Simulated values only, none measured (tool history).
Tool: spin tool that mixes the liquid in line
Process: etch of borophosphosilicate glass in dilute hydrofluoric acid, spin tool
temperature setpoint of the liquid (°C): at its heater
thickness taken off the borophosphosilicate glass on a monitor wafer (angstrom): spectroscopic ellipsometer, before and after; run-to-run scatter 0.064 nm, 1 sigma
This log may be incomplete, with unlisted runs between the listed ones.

run    day  temperature setpoint of the liquid (°C)  parts of water to one part of 49 % hydrofluoric acid (parts by volume)  time under the liquid (s)  thickness taken off the borophosphosilicate glass on a monitor wafer (angstrom)
  1      0                                       21                                                                     180                        115                                                                           143.51
  2  0.042                                       21                                                                     140                        115                                                                           193.22
  3  0.096                                     20.5                                                                     140                        115                                                                           191.04
  4    0.3                                     20.5                                                                     180                        115                                                                           141.08
  5  0.604                                     18.5                                                                     180                        115                                                                           130.79
     0.888  -- hydrofluoric acid flow meter replaced
  6  0.888                                       17                                                                     180                        115                                                                           141.32
  7  1.154                                       17                                                                     175                        115                                                                           146.17

Run 8 has not been measured yet. What should we expect?
  8  1.246                                       17                                                                     170                        115                                                                                ?

Run 8 gave thickness taken off the borophosphosilicate glass on a monitor wafer (angstrom) 150.84.

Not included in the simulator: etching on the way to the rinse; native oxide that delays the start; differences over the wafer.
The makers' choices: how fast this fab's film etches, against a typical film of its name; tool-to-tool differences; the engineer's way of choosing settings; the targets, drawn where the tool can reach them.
